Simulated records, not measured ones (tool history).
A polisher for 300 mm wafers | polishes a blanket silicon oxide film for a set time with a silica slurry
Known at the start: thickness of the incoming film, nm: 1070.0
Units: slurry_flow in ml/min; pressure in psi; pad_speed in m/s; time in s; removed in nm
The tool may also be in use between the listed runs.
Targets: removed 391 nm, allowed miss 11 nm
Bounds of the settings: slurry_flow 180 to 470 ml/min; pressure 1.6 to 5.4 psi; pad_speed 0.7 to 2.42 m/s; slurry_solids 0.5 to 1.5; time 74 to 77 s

Run 1, day 0: slurry_flow 300 ml/min, pressure 3.5 psi, pad_speed 1.56 m/s, slurry_solids 1, time 74 s. Result: removed 249.36 nm.
Run 2, day 0.167: slurry_flow 300 ml/min, pressure 2.8 psi, pad_speed 1.56 m/s, slurry_solids 1, time 74 s. Result: removed 213.73 nm.
Run 3, day 0.2: slurry_flow 300 ml/min, pressure 2.8 psi, pad_speed 1.3 m/s, slurry_solids 1, time 74 s. Result: removed 183.75 nm.
Run 4, day 0.292: slurry_flow 300 ml/min, pressure 3.5 psi, pad_speed 1.36 m/s, slurry_solids 1, time 74 s. Result: removed 224.49 nm.
Run 5, day 0.55: slurry_flow 300 ml/min, pressure 3 psi, pad_speed 1.36 m/s, slurry_solids 1, time 74 s. Result: removed 201.03 nm.
Run 6, day 0.738: slurry_flow 300 ml/min, pressure 3.7 psi, pad_speed 1.42 m/s, slurry_solids 1, time 74 s. Result: removed 243.68 nm.
Run 7, day 1.033: slurry_flow 300 ml/min, pressure 3.7 psi, pad_speed 1.42 m/s, slurry_solids 1, time 74 s. Result: removed 244.73 nm.
Run 8, day 1.104: slurry_flow 300 ml/min, pressure 4.2 psi, pad_speed 1.44 m/s, slurry_solids 1, time 74 s. Result: removed 273.55 nm.
Run 9, day 1.246: slurry_flow 300 ml/min, pressure 4.5 psi, pad_speed 1.48 m/s, slurry_solids 1, time 74 s. Result: removed 296.24 nm.
Run 10, day 1.417: slurry_flow 300 ml/min, pressure 4.8 psi, pad_speed 1.52 m/s, slurry_solids 1, time 74 s. Result: removed 316.44 nm.
Run 11, day 1.479: slurry_flow 300 ml/min, pressure 5 psi, pad_speed 1.58 m/s, slurry_solids 1, time 74 s. Result: removed 339.68 nm.
Run 12, day 1.8: slurry_flow 305 ml/min, pressure 5.4 psi, pad_speed 1.66 m/s, slurry_solids 1, time 74 s. Result: removed 375.69 nm.
Run 13, day 2.133: slurry_flow 305 ml/min, pressure 5.4 psi, pad_speed 1.68 m/s, slurry_solids 1, time 74 s. Result: removed 377.1 nm.

Which of these 4 next moves meets every target?
Run A, day 2.467: slurry_flow 395 ml/min, pressure 4.4 psi, pad_speed 1.92 m/s, slurry_solids 1.05, time 74 s. Result: removed ?.
Run B, day 2.467: slurry_flow 250 ml/min, pressure 5.3 psi, pad_speed 1.6 m/s, slurry_solids 1.05, time 74 s. Result: removed ?.
Run C, day 2.467: slurry_flow 400 ml/min, pressure 5.4 psi, pad_speed 1.8 m/s, slurry_solids 0.85, time 74 s. Result: removed ?.
Run D, day 2.467: slurry_flow 305 ml/min, pressure 4.8 psi, pad_speed 1.9 m/s, slurry_solids 1.05, time 75 s. Result: removed ?.

move  removed
   A   375.62
   B   362.51
   C    368.9
   D   396.51
A: further off than the last run
B: further off than the last run
C: further off than the last run
D: meets every target
The right move is D.
